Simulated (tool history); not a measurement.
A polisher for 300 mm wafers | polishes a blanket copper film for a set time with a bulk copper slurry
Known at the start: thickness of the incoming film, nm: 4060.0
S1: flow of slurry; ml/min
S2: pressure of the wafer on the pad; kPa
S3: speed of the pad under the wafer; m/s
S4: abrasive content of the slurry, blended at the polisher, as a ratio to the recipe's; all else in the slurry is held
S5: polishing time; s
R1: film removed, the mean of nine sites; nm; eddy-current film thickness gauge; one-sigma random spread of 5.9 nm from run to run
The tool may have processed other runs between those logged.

{"run": 1, "hour": 0.0, "S1": 205, "S2": 21.4, "S3": 0.98, "S4": 1, "S5": 53, "R1": 518.98}
{"run": 2, "hour": 3.3, "S1": 205, "S2": 21.4, "S3": 0.8, "S4": 1, "S5": 53, "R1": 423.31}
{"run": 3, "hour": 7.6, "S1": 205, "S2": 21.4, "S3": 0.8, "S4": 1.15, "S5": 53, "R1": 443.12}
{"run": 4, "hour": 16.2, "S1": 210, "S2": 22.8, "S3": 0.8, "S4": 1.15, "S5": 53, "R1": 476.72}
{"run": 5, "hour": 18.7, "S1": 210, "S2": 20, "S3": 0.8, "S4": 1.15, "S5": 53, "R1": 419.72}
{"run": 6, "hour": 20.7, "S1": 255, "S2": 20, "S3": 0.8, "S4": 1.15, "S5": 53, "R1": 427.43}
{"run": 7, "hour": 26.0, "S1": 255, "S2": 20, "S3": 0.8, "S4": 1.15, "S5": 53, "R1": 428.21}
{"run": 8, "hour": 32.4, "S1": 255, "S2": 21.4, "S3": 0.8, "S4": 1.15, "S5": 53, "R1": 455.72}
{"run": 9, "hour": 40.4, "S1": 270, "S2": 27.6, "S3": 0.82, "S4": 1.15, "S5": 53, "R1": 598.77}
{"run": 10, "hour": 46.1, "S1": 270, "S2": 28.3, "S3": 0.82, "S4": 1.15, "S5": 53, "R1": 606.08}
{"run": 11, "hour": 53.8, "S1": 270, "S2": 29, "S3": 0.82, "S4": 1.15, "S5": 53, "R1": 631.01}
{"run": 12, "hour": 61.4, "S1": 270, "S2": 29.6, "S3": 0.82, "S4": 1.15, "S5": 53, "R1": 639.6}
{"run": 13, "hour": 69.0, "S1": 270, "S2": 30.3, "S3": 0.82, "S4": 1.15, "S5": 53, "R1": 655.8}
{"run": 14, "hour": 69.7, "S1": 270, "S2": 31, "S3": 0.82, "S4": 1.15, "S5": 53, "R1": 669.82}
{"run": 15, "hour": 71.6, "S1": 270, "S2": 31.7, "S3": 0.82, "S4": 1.15, "S5": 53, "R1": 690.19}

Forecast run 16:
{"run": 16, "hour": 74.3, "S1": 275, "S2": 33.1, "S3": 0.84, "S4": 1.15, "S5": 53, "R1": "?"}

Run 16 gave R1 732.17 nm.

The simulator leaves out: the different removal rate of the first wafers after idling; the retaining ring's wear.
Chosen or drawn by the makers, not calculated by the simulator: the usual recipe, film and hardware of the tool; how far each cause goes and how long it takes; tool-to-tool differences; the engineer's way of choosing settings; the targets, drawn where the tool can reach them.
